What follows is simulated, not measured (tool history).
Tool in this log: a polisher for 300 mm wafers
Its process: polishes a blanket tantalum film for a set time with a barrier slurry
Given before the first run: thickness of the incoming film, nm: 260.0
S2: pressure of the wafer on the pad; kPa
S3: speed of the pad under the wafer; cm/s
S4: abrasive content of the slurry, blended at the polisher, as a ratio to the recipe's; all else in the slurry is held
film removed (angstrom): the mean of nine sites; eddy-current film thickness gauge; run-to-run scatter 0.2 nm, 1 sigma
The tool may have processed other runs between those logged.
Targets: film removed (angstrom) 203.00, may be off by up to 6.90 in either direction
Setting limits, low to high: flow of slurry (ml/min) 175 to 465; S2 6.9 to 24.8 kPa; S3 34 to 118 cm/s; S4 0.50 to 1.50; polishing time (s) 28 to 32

{"run": 1, "hour": 0.0, "flow of slurry (ml/min)": 295, "S2": 15.9, "S3": 76, "S4": 1.0, "polishing time (s)": 32, "film removed (angstrom)": 394.67}
{"run": 2, "hour": 8.0, "flow of slurry (ml/min)": 295, "S2": 12.4, "S3": 76, "S4": 1.0, "polishing time (s)": 32, "film removed (angstrom)": 332.1}
{"run": 3, "hour": 8.7, "flow of slurry (ml/min)": 240, "S2": 12.4, "S3": 76, "S4": 1.0, "polishing time (s)": 32, "film removed (angstrom)": 317.83}
{"run": 4, "hour": 10.6, "flow of slurry (ml/min)": 240, "S2": 12.4, "S3": 76, "S4": 1.2, "polishing time (s)": 32, "film removed (angstrom)": 338.38}
{"run": 5, "hour": 12.6, "flow of slurry (ml/min)": 240, "S2": 11.7, "S3": 74, "S4": 1.2, "polishing time (s)": 32, "film removed (angstrom)": 318.19}
{"run": 6, "hour": 16.1, "flow of slurry (ml/min)": 240, "S2": 11.0, "S3": 72, "S4": 1.2, "polishing time (s)": 32, "film removed (angstrom)": 297.23}
{"run": 7, "hour": 17.3, "flow of slurry (ml/min)": 240, "S2": 10.3, "S3": 70, "S4": 1.2, "polishing time (s)": 32, "film removed (angstrom)": 287.52}
{"run": 8, "hour": 26.1, "flow of slurry (ml/min)": 240, "S2": 6.9, "S3": 54, "S4": 1.15, "polishing time (s)": 32, "film removed (angstrom)": 194.53}

Which of these 5 next moves meets every target?
{"run": "A", "hour": 34.9, "flow of slurry (ml/min)": 180, "S2": 7.6, "S3": 50, "S4": 1.05, "polishing time (s)": 31, "film removed (angstrom)": "?"}
{"run": "B", "hour": 34.9, "flow of slurry (ml/min)": 285, "S2": 8.3, "S3": 56, "S4": 1.05, "polishing time (s)": 28, "film removed (angstrom)": "?"}
{"run": "C", "hour": 34.9, "flow of slurry (ml/min)": 250, "S2": 7.6, "S3": 54, "S4": 1.15, "polishing time (s)": 29, "film removed (angstrom)": "?"}
{"run": "D", "hour": 34.9, "flow of slurry (ml/min)": 330, "S2": 7.6, "S3": 58, "S4": 1.0, "polishing time (s)": 31, "film removed (angstrom)": "?"}
{"run": "E", "hour": 34.9, "flow of slurry (ml/min)": 210, "S2": 9.0, "S3": 60, "S4": 1.25, "polishing time (s)": 29, "film removed (angstrom)": "?"}

move=A film_removed_(angstrom)=178.41
move=B film_removed_(angstrom)=189.98
move=C film_removed_(angstrom)=186.09
move=D film_removed_(angstrom)=204.36
move=E film_removed_(angstrom)=215.50
A: the biggest miss grows against the last run
B: the biggest miss grows against the last run
C: the biggest miss grows against the last run
D: hits every target within its allowed miss
E: carries the result that was furthest off beyond its target, to the other side
D is the move that brings every result within its allowed miss.
